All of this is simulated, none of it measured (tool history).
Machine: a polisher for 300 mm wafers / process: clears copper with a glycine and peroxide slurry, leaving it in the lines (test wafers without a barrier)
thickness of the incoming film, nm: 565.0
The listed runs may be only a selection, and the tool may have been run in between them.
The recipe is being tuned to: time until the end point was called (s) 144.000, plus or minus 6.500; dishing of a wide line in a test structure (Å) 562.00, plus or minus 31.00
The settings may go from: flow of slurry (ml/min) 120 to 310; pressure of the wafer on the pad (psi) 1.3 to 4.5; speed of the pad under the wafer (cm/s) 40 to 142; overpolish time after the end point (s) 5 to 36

run,hour,flow of slurry (ml/min),pressure of the wafer on the pad (psi),speed of the pad under the wafer (cm/s),overpolish time after the end point (s),time until the end point was called (s),dishing of a wide line in a test structure (Å)
1,0.0,200,2.9,90,18,98.150,531.95
2,4.3,200,2.7,90,19,107.720,531.02
3,8.3,200,2.6,90,20,108.880,536.13
4,17.2,200,2.6,100,20,101.130,562.22
5,25.2,235,2.6,100,20,99.014,565.02
6,28.3,235,2.0,100,20,122.550,493.83
7,29.9,235,1.9,100,21,126.890,502.63
8,30.5,235,1.9,100,22,125.200,508.34
9,31.8,235,1.8,100,23,135.340,517.78

Of the 5 settings listed for the next run, only one would bring every result within its allowed miss of target. Which one?
A,33.1,185,2.1,90,26,?,?
B,33.1,240,1.9,80,28,?,?
C,33.1,225,2.0,94,31,?,?
D,33.1,250,1.9,106,31,?,?
E,33.1,215,2.1,82,25,?,?

move,time until the end point was called (s),dishing of a wide line in a test structure (Å)
A,132.170,570.52
B,144.940,568.50
C,130.620,628.96
D,126.370,633.88
E,135.000,553.60
A: brings the last run's worst result on target, with another outside its allowed miss
B: every result within its allowed miss
C: takes the biggest miss from the last run beyond its target
D: takes the biggest miss from the last run beyond its target
E: brings the last run's worst result on target, with another outside its allowed miss
So the answer is move B, the one that meets all the targets.

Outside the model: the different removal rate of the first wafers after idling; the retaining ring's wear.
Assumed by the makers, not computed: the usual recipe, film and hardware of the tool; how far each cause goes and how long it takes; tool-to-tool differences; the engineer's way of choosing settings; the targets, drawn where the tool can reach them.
